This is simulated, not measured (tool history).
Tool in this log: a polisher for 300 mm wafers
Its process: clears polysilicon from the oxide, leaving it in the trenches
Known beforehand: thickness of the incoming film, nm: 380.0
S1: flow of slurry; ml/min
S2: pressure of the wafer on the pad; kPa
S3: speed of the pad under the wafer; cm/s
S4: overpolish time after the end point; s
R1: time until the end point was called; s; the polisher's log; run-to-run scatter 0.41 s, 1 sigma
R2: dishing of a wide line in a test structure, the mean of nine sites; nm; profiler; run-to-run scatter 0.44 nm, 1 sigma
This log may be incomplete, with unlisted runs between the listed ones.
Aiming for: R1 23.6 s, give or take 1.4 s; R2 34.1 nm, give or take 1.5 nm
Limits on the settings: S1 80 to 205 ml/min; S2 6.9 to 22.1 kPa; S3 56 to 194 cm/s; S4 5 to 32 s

Run 1, day 0: S1 135 ml/min, S2 14.5 kPa, S3 124 cm/s, S4 16 s. Result: R1 33.145 s, R2 32.937 nm.
Run 2, day 0.221: S1 135 ml/min, S2 15.2 kPa, S3 124 cm/s, S4 17 s. Result: R1 30.907 s, R2 34.66 nm.
Run 3, day 0.512: S1 135 ml/min, S2 15.2 kPa, S3 124 cm/s, S4 11 s. Result: R1 31.978 s, R2 33.351 nm.
Run 4, day 0.842: S1 135 ml/min, S2 15.2 kPa, S3 124 cm/s, S4 6 s. Result: R1 31.57 s, R2 29.927 nm.
Run 5, day 0.9: S1 135 ml/min, S2 17.9 kPa, S3 124 cm/s, S4 6 s. Result: R1 27.509 s, R2 30.416 nm.
Run 6, day 1.138: S1 135 ml/min, S2 18.6 kPa, S3 124 cm/s, S4 8 s. Result: R1 26.699 s, R2 32.643 nm.
Run 7, day 1.283: S1 135 ml/min, S2 19.3 kPa, S3 124 cm/s, S4 8 s. Result: R1 25.544 s, R2 32.459 nm.
Run 8, day 1.479: S1 135 ml/min, S2 19.3 kPa, S3 124 cm/s, S4 9 s. Result: R1 25.926 s, R2 33.294 nm.

Pick the move, out of 5, that brings all results within their allowed miss; only one does.
Run A, day 1.675: S1 115 ml/min, S2 20 kPa, S3 102 cm/s, S4 15 s. Result: R1 ?, R2 ?.
Run B, day 1.675: S1 120 ml/min, S2 20.7 kPa, S3 134 cm/s, S4 5 s. Result: R1 ?, R2 ?.
Run C, day 1.675: S1 130 ml/min, S2 19.3 kPa, S3 136 cm/s, S4 10 s. Result: R1 ?, R2 ?.
Run D, day 1.675: S1 155 ml/min, S2 17.9 kPa, S3 114 cm/s, S4 9 s. Result: R1 ?, R2 ?.
Run E, day 1.675: S1 150 ml/min, S2 18.6 kPa, S3 110 cm/s, S4 7 s. Result: R1 ?, R2 ?.

move      R1      R2
   A  30.137   34.04
   B  22.161  31.203
   C  22.957  33.888
   D  28.302  33.093
   E  28.404  31.805
A: misses by more than the last run did
B: moves the result that the last run missed by most past its target, out the other side
C: meets every target
D: misses by more than the last run did
E: misses by more than the last run did
Move C is the one to make.
